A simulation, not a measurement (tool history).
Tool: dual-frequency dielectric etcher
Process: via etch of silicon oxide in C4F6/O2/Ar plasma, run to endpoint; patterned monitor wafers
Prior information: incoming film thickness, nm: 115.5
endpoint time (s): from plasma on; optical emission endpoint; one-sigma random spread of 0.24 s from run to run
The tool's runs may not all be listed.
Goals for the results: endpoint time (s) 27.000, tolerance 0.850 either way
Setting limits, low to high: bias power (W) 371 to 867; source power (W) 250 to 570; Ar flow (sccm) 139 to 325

run 1 hour=0.0 | bias_power_(W)=619 source_power_(W)=410 Ar_flow_(sccm)=232 | endpoint_time_(s)=22.747
run 2 hour=7.9 | bias_power_(W)=619 source_power_(W)=350 Ar_flow_(sccm)=232 | endpoint_time_(s)=24.972
run 3 hour=11.7 | bias_power_(W)=701 source_power_(W)=350 Ar_flow_(sccm)=232 | endpoint_time_(s)=23.523
run 4 hour=14.0 | bias_power_(W)=701 source_power_(W)=290 Ar_flow_(sccm)=232 | endpoint_time_(s)=25.437
run 5 hour=20.6 | bias_power_(W)=701 source_power_(W)=330 Ar_flow_(sccm)=232 | endpoint_time_(s)=24.845
run 6 hour=27.9 | bias_power_(W)=701 source_power_(W)=330 Ar_flow_(sccm)=259 | endpoint_time_(s)=24.491
run 7 hour=31.4 | bias_power_(W)=690 source_power_(W)=330 Ar_flow_(sccm)=259 | endpoint_time_(s)=24.798
run 8 hour=39.9 | bias_power_(W)=680 source_power_(W)=330 Ar_flow_(sccm)=259 | endpoint_time_(s)=24.767
run 9 hour=47.3 | bias_power_(W)=670 source_power_(W)=330 Ar_flow_(sccm)=259 | endpoint_time_(s)=24.728
run 10 hour=48.9 | bias_power_(W)=660 source_power_(W)=330 Ar_flow_(sccm)=259 | endpoint_time_(s)=24.956

Of the 5 settings listed for the next run, only one would bring every result within its allowed miss of target. Which one?
run A hour=50.5 | bias_power_(W)=663 source_power_(W)=360 Ar_flow_(sccm)=261 | endpoint_time_(s)=?
run B hour=50.5 | bias_power_(W)=817 source_power_(W)=370 Ar_flow_(sccm)=294 | endpoint_time_(s)=?
run C hour=50.5 | bias_power_(W)=645 source_power_(W)=440 Ar_flow_(sccm)=224 | endpoint_time_(s)=?
run D hour=50.5 | bias_power_(W)=654 source_power_(W)=270 Ar_flow_(sccm)=254 | endpoint_time_(s)=?
run E hour=50.5 | bias_power_(W)=703 source_power_(W)=390 Ar_flow_(sccm)=270 | endpoint_time_(s)=?

move=A endpoint_time_(s)=24.327
move=B endpoint_time_(s)=22.790
move=C endpoint_time_(s)=22.416
move=D endpoint_time_(s)=27.397
move=E endpoint_time_(s)=23.217
A: its largest miss is bigger than the last run's
B: its largest miss is bigger than the last run's
C: its largest miss is bigger than the last run's
D: meets every target
E: its largest miss is bigger than the last run's
So the answer is move D, the one that meets all the targets.
